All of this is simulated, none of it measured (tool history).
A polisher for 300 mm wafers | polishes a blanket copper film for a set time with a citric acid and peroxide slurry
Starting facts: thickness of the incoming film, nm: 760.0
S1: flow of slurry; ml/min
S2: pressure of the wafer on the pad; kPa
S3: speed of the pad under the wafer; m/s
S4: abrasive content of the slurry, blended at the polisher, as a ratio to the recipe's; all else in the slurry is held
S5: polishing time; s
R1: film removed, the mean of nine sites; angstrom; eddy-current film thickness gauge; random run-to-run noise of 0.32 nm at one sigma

Run 1, day 0: S1 235 ml/min, S2 13.8 kPa, S3 1.04 m/s, S4 1, S5 45 s. Result: R1 665.17 angstrom.
Run 2, day 0.304: S1 235 ml/min, S2 13.8 kPa, S3 1.04 m/s, S4 1.2, S5 45 s. Result: R1 701.19 angstrom.
Run 3, day 0.442: S1 230 ml/min, S2 13.1 kPa, S3 1.04 m/s, S4 1.2, S5 45 s. Result: R1 669.25 angstrom.
Run 4, day 0.504: S1 230 ml/min, S2 13.1 kPa, S3 1.04 m/s, S4 1.4, S5 45 s. Result: R1 694.84 angstrom.
Run 5, day 0.688: S1 230 ml/min, S2 13.1 kPa, S3 1.24 m/s, S4 1.4, S5 45 s. Result: R1 818.96 angstrom.
Run 6, day 0.946: S1 225 ml/min, S2 11.7 kPa, S3 1.24 m/s, S4 1.4, S5 45 s. Result: R1 747.73 angstrom.
Run 7, day 0.971: S1 220 ml/min, S2 10.3 kPa, S3 1.24 m/s, S4 1.4, S5 45 s. Result: R1 690.28 angstrom.
Run 8, day 1.042: S1 220 ml/min, S2 9.7 kPa, S3 1.24 m/s, S4 1.4, S5 45 s. Result: R1 652.52 angstrom.
Run 9, day 1.088: S1 215 ml/min, S2 9 kPa, S3 1.24 m/s, S4 1.4, S5 45 s. Result: R1 616.56 angstrom.

Run 10 comes next. What will it give?
Run 10, day 1.158: S1 210 ml/min, S2 8.3 kPa, S3 1.24 m/s, S4 1.4, S5 45 s. Result: R1 ?.

R1: 573.29 angstrom

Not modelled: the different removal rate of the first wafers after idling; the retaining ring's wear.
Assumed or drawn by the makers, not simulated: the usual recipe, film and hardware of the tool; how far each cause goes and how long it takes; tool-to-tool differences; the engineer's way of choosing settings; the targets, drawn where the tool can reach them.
